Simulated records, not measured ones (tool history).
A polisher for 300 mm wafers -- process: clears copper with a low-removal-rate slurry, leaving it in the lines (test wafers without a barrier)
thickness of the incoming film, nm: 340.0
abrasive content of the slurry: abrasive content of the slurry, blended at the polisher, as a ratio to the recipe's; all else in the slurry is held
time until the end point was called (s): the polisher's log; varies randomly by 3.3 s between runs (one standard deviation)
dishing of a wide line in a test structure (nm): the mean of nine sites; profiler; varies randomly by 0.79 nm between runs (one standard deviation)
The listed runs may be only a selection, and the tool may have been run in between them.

run	hour	flow of slurry (ml/min)	pressure of the wafer on the pad (kPa)	speed of the pad under the wafer (cm/s)	abrasive content of the slurry	overpolish time after the end point (s)	time until the end point was called (s)	dishing of a wide line in a test structure (nm)
1	0	310	22.8	90	1	23	138.05	39.135
2	1.2	310	20	90	1	23	156.12	33.361
3	7.2	310	20	90	1	19	151.32	28.983
4	9.5	310	19.3	88	1	24	162.35	34.786
5	15.6	310	19.3	88	0.9	24	161.6	33.392
6	18.2	310	18.6	86	0.9	27	179.64	35.08
7	27.1	310	18.6	86	0.9	29	174.05	37.359
8	31	310	17.9	86	0.9	31	180.32	37.931

For run 9, what comes out?
9	35.8	310	17.9	86	0.9	33	?	?

Logged for run 9: time until the end point was called (s) 182.81, dishing of a wide line in a test structure (nm) 40.733.
